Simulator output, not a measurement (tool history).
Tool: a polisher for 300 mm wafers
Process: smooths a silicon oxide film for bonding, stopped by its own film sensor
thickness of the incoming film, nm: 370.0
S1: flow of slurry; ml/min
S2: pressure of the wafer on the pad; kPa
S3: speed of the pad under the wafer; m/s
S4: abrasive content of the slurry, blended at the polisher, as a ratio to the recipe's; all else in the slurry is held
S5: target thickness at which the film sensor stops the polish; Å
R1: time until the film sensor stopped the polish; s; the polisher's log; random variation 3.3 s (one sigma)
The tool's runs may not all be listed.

run 1 hour=0.0 | S1=125 S2=15.2 S3=0.80 S4=1.00 S5=3010 | R1=114.04
run 2 hour=5.1 | S1=125 S2=15.2 S3=0.80 S4=1.00 S5=2980 | R1=116.76
run 3 hour=10.7 | S1=125 S2=17.2 S3=0.80 S4=1.00 S5=2980 | R1=104.87
run 4 hour=16.8 | S1=125 S2=15.2 S3=0.80 S4=1.00 S5=2980 | R1=116.45
run 5 hour=18.0 | S1=125 S2=15.2 S3=0.80 S4=1.00 S5=3010 | R1=112.53
run 6 hour=24.8 | S1=125 S2=14.5 S3=0.76 S4=1.00 S5=3010 | R1=118.62
run 7 hour=31.6 | S1=125 S2=13.8 S3=0.72 S4=1.00 S5=3010 | R1=124.41

Run 8 comes next. What will it give?
run 8 hour=40.2 | S1=125 S2=13.1 S3=0.68 S4=0.95 S5=3010 | R1=?

{"run 8": {"R1": 136.14}}
